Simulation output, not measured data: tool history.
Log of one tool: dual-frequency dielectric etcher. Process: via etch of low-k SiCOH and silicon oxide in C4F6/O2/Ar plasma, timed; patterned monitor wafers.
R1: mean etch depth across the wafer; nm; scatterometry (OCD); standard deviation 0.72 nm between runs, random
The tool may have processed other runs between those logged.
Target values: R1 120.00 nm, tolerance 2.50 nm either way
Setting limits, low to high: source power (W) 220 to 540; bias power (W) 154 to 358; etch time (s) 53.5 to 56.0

run 1 day=0.000 | source_power_(W)=380 bias_power_(W)=256 etch_time_(s)=53.5 | R1=137.05
run 2 day=0.171 | source_power_(W)=360 bias_power_(W)=254 etch_time_(s)=53.5 | R1=133.64
run 3 day=0.521 | source_power_(W)=350 bias_power_(W)=252 etch_time_(s)=53.5 | R1=132.84
run 4 day=0.588 | source_power_(W)=340 bias_power_(W)=250 etch_time_(s)=53.5 | R1=130.51
run 5 day=0.929 | source_power_(W)=340 bias_power_(W)=250 etch_time_(s)=53.5 | R1=131.89
-- day=1.267 source power generator calibrated
run 6 day=1.267 | source_power_(W)=340 bias_power_(W)=250 etch_time_(s)=53.5 | R1=129.15
run 7 day=1.367 | source_power_(W)=330 bias_power_(W)=249 etch_time_(s)=53.5 | R1=128.71
run 8 day=1.488 | source_power_(W)=320 bias_power_(W)=248 etch_time_(s)=53.5 | R1=127.50

Which single option among these 4 for the next run brings every result within its allowed miss of target? Just one does.
run A day=1.608 | source_power_(W)=230 bias_power_(W)=270 etch_time_(s)=56.0 | R1=?
run B day=1.608 | source_power_(W)=290 bias_power_(W)=265 etch_time_(s)=53.5 | R1=?
run C day=1.608 | source_power_(W)=290 bias_power_(W)=220 etch_time_(s)=54.0 | R1=?
run D day=1.608 | source_power_(W)=290 bias_power_(W)=244 etch_time_(s)=55.0 | R1=?

move=A R1=124.25
move=B R1=126.15
move=C R1=120.38
move=D R1=126.45
A: nearer than the last run, and not there yet
B: nearer than the last run, and not there yet
C: every result within its allowed miss
D: nearer than the last run, and not there yet
The move that meets every target is C.
